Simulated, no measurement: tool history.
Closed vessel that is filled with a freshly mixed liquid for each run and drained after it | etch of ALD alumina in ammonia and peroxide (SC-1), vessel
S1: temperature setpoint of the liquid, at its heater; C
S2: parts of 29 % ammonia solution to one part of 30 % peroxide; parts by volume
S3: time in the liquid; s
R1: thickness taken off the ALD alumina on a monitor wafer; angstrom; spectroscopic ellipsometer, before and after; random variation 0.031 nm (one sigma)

Run 1, hour 0: S1 53 C, S2 0.9 parts by volume, S3 115 s. Result: R1 91.831 angstrom.
Run 2, hour 2.8: S1 53 C, S2 0.9 parts by volume, S3 90 s. Result: R1 71.695 angstrom.
Run 3, hour 5.7: S1 49.5 C, S2 0.9 parts by volume, S3 90 s. Result: R1 58.759 angstrom.
Run 4, hour 9.8: S1 46.5 C, S2 0.9 parts by volume, S3 90 s. Result: R1 50.167 angstrom.
Run 5, hour 16.8: S1 45 C, S2 0.9 parts by volume, S3 90 s. Result: R1 46.871 angstrom.
Run 6, hour 24.4: S1 43.5 C, S2 0.9 parts by volume, S3 90 s. Result: R1 42.303 angstrom.
Run 7, hour 32.5: S1 42.5 C, S2 0.9 parts by volume, S3 90 s. Result: R1 39.903 angstrom.

Run 8 comes next. What will it give?
Run 8, hour 33.6: S1 42 C, S2 0.9 parts by volume, S3 90 s. Result: R1 ?.

R1: 38.699 angstrom
